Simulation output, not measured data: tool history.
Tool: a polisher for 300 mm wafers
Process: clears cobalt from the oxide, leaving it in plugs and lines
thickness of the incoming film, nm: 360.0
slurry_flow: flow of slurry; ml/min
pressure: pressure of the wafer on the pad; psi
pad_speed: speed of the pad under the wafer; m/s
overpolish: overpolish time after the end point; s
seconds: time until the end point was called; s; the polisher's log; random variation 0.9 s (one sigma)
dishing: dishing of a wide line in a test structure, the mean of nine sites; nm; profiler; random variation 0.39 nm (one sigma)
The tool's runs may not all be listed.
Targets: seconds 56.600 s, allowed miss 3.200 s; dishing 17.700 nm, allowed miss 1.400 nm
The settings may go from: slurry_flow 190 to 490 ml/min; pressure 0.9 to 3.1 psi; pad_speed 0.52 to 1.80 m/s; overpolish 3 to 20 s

run,hour,slurry_flow,pressure,pad_speed,overpolish,seconds,dishing
1,0.0,315,2.0,1.16,10,73.116,38.786
2,5.1,315,2.0,1.16,8,68.998,34.210
3,14.1,315,2.5,1.16,8,57.133,39.474
4,22.4,315,2.4,1.16,7,58.030,35.116
5,26.9,380,2.4,1.16,7,58.955,36.484
6,33.6,380,2.4,1.16,10,58.059,45.183
7,39.9,345,2.5,1.08,9,61.470,41.356
8,44.1,435,1.9,1.40,4,60.951,21.687
9,52.7,445,1.8,1.46,4,60.150,21.013
10,59.3,445,1.8,1.46,4,63.194,21.448
11,65.6,455,1.7,1.52,4,63.158,20.523
12,72.1,490,1.3,1.80,3,69.341,15.022
13,74.9,490,1.4,1.80,3,63.339,16.535
14,78.9,490,1.5,1.80,3,60.816,16.208

Which of these 4 next moves meets every target?
A,82.9,490,1.5,1.80,4,?,?
B,82.9,480,1.4,1.78,3,?,?
C,82.9,490,1.7,1.72,3,?,?
D,82.9,490,1.4,1.66,3,?,?

move,seconds,dishing
A,59.920,20.870
B,64.767,15.098
C,55.445,17.354
D,69.094,14.238
A: further off than the last run
B: further off than the last run
C: meets every target
D: further off than the last run
Answer: C
